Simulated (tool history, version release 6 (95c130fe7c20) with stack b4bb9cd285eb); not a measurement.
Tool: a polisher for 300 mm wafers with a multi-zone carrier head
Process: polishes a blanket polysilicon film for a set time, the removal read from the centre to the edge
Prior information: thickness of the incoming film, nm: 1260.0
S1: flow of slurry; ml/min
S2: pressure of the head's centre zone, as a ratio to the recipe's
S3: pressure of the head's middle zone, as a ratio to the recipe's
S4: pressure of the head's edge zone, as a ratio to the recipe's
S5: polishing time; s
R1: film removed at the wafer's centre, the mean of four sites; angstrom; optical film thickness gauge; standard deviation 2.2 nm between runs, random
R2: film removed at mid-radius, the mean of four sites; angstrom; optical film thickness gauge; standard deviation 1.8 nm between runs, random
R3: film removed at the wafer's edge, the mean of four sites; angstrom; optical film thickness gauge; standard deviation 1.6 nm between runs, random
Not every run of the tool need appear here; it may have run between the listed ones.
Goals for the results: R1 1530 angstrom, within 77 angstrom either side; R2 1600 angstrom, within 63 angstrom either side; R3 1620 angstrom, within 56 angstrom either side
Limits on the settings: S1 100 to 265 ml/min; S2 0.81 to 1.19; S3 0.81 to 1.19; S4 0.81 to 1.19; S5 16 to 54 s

Run 1, hour 0: S1 170 ml/min, S2 1, S3 1, S4 1, S5 35 s. Result: R1 2422.9 angstrom, R2 2460.4 angstrom, R3 2451.2 angstrom.
Run 2, hour 5.7: S1 160 ml/min, S2 0.98, S3 0.98, S4 0.97, S5 31 s. Result: R1 2179.5 angstrom, R2 2133.6 angstrom, R3 2118.7 angstrom.
Run 3, hour 14.6: S1 160 ml/min, S2 0.98, S3 0.98, S4 0.93, S5 31 s. Result: R1 2087.5 angstrom, R2 2122.1 angstrom, R3 2061.5 angstrom.
Run 4, hour 20.5: S1 160 ml/min, S2 1.04, S3 0.98, S4 0.93, S5 31 s. Result: R1 2223.3 angstrom, R2 2091.1 angstrom, R3 2062.6 angstrom.
Run 5, hour 25.3: S1 180 ml/min, S2 1.04, S3 0.98, S4 0.93, S5 31 s. Result: R1 2225.1 angstrom, R2 2110.1 angstrom, R3 2104.5 angstrom.
Run 6, hour 33.9: S1 180 ml/min, S2 1.04, S3 0.98, S4 0.93, S5 28 s. Result: R1 2103.5 angstrom, R2 1918.8 angstrom, R3 1844.6 angstrom.
Run 7, hour 35.7: S1 165 ml/min, S2 0.98, S3 0.95, S4 0.92, S5 27 s. Result: R1 1822.2 angstrom, R2 1797.1 angstrom, R3 1789.5 angstrom.
Run 8, hour 40.6: S1 165 ml/min, S2 0.96, S3 0.93, S4 0.9, S5 27 s. Result: R1 1808.6 angstrom, R2 1742.4 angstrom, R3 1759.8 angstrom.
Run 9, hour 42.6: S1 160 ml/min, S2 0.93, S3 0.92, S4 0.88, S5 27 s. Result: R1 1744.3 angstrom, R2 1748.3 angstrom, R3 1743.6 angstrom.
Run 10, hour 44.6: S1 155 ml/min, S2 0.91, S3 0.91, S4 0.87, S5 27 s. Result: R1 1683.4 angstrom, R2 1710.9 angstrom, R3 1713.9 angstrom.
Run 11, hour 46.5: S1 150 ml/min, S2 0.89, S3 0.9, S4 0.86, S5 27 s. Result: R1 1659.1 angstrom, R2 1693.4 angstrom, R3 1734.4 angstrom.
Run 12, hour 47.5: S1 150 ml/min, S2 0.89, S3 0.9, S4 0.86, S5 27 s. Result: R1 1630.6 angstrom, R2 1725.7 angstrom, R3 1709 angstrom.
Run 13, hour 54.6: S1 145 ml/min, S2 0.88, S3 0.88, S4 0.85, S5 27 s. Result: R1 1639.2 angstrom, R2 1644.2 angstrom, R3 1712.5 angstrom.
Run 14, hour 62.1: S1 145 ml/min, S2 0.87, S3 0.88, S4 0.84, S5 27 s. Result: R1 1613.5 angstrom, R2 1682.2 angstrom, R3 1661.1 angstrom.

Which one of the following 4 next-run settings gets every result inside its allowed miss? There is exactly one.
Run A, hour 69.6: S1 155 ml/min, S2 0.87, S3 0.81, S4 1.11, S5 25 s. Result: R1 ?, R2 ?, R3 ?.
Run B, hour 69.6: S1 140 ml/min, S2 0.81, S3 0.94, S4 0.81, S5 28 s. Result: R1 ?, R2 ?, R3 ?.
Run C, hour 69.6: S1 100 ml/min, S2 0.81, S3 0.95, S4 0.9, S5 27 s. Result: R1 ?, R2 ?, R3 ?.
Run D, hour 69.6: S1 105 ml/min, S2 0.9, S3 0.91, S4 0.84, S5 28 s. Result: R1 ?, R2 ?, R3 ?.

move      R1      R2      R3
   A  1477.4  1447.1  1788.3
   B  1513.2  1777.1  1704.4
   C  1309.8  1572.5  1611.8
   D  1523.7  1602.4  1640.2
A: pushes the last run's worst result past its target
B: further off than the last run
C: brings the last run's worst result on target, with another outside its allowed miss
D: meets every target
Move D is the one to make.

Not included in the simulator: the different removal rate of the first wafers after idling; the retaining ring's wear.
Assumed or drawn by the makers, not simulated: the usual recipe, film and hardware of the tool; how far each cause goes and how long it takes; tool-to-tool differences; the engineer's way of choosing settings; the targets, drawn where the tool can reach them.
